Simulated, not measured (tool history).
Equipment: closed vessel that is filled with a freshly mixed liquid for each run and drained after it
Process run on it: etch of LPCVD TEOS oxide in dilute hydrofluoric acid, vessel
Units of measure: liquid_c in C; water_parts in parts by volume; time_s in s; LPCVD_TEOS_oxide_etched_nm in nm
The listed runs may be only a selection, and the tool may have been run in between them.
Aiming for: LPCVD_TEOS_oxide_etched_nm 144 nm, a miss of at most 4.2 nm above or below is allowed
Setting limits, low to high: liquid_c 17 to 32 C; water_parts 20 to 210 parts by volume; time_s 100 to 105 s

Run 1, hour 0: liquid_c 24 C, water_parts 115 parts by volume, time_s 100 s. Result: LPCVD_TEOS_oxide_etched_nm 41.568 nm.
Run 2, hour 4.3: liquid_c 24 C, water_parts 115 parts by volume, time_s 105 s. Result: LPCVD_TEOS_oxide_etched_nm 43.6 nm.
Run 3, hour 8.8: liquid_c 24 C, water_parts 115 parts by volume, time_s 100 s. Result: LPCVD_TEOS_oxide_etched_nm 41.603 nm.
Run 4, hour 16.1: liquid_c 25.5 C, water_parts 95 parts by volume, time_s 100 s. Result: LPCVD_TEOS_oxide_etched_nm 54.95 nm.
Run 5, hour 17.6: liquid_c 25.5 C, water_parts 115 parts by volume, time_s 100 s. Result: LPCVD_TEOS_oxide_etched_nm 44.058 nm.
Run 6, hour 24.3: liquid_c 25.5 C, water_parts 135 parts by volume, time_s 100 s. Result: LPCVD_TEOS_oxide_etched_nm 36.969 nm.
Run 7, hour 28.8: liquid_c 25.5 C, water_parts 135 parts by volume, time_s 100 s. Result: LPCVD_TEOS_oxide_etched_nm 36.721 nm.
Run 8, hour 30.9: liquid_c 26.5 C, water_parts 115 parts by volume, time_s 100 s. Result: LPCVD_TEOS_oxide_etched_nm 46.19 nm.
Run 9, hour 32.4: liquid_c 27.5 C, water_parts 95 parts by volume, time_s 100 s. Result: LPCVD_TEOS_oxide_etched_nm 58.888 nm.
Run 10, hour 39.3: liquid_c 28.5 C, water_parts 80 parts by volume, time_s 100 s. Result: LPCVD_TEOS_oxide_etched_nm 74.259 nm.
Run 11, hour 43.1: liquid_c 29 C, water_parts 70 parts by volume, time_s 100 s. Result: LPCVD_TEOS_oxide_etched_nm 88.157 nm.
Run 12, hour 52.1: liquid_c 32 C, water_parts 35 parts by volume, time_s 100 s. Result: LPCVD_TEOS_oxide_etched_nm 210.78 nm.
Run 13, hour 60.3: liquid_c 31 C, water_parts 35 parts by volume, time_s 100 s. Result: LPCVD_TEOS_oxide_etched_nm 200.28 nm.
At hour 63.1: thermometer replaced.
Run 14, hour 63.1: liquid_c 30 C, water_parts 35 parts by volume, time_s 100 s. Result: LPCVD_TEOS_oxide_etched_nm 209.59 nm.

Which one of the following 4 next-run settings gets every result inside its allowed miss? There is exactly one.
Run A, hour 65.9: liquid_c 28.5 C, water_parts 45 parts by volume, time_s 100 s. Result: LPCVD_TEOS_oxide_etched_nm ?.
Run B, hour 65.9: liquid_c 31 C, water_parts 50 parts by volume, time_s 100 s. Result: LPCVD_TEOS_oxide_etched_nm ?.
Run C, hour 65.9: liquid_c 28.5 C, water_parts 50 parts by volume, time_s 105 s. Result: LPCVD_TEOS_oxide_etched_nm ?.
Run D, hour 65.9: liquid_c 31.5 C, water_parts 50 parts by volume, time_s 100 s. Result: LPCVD_TEOS_oxide_etched_nm ?.

move  LPCVD_TEOS_oxide_etched_nm
   A                      153.94
   B                      151.72
   C                      144.39
   D                       154.7
A: nearer the targets than the last run, but a result is still out of spec
B: nearer the targets than the last run, but a result is still out of spec
C: every result lands within tolerance
D: nearer the targets than the last run, but a result is still out of spec
Go with C: it meets all targets.
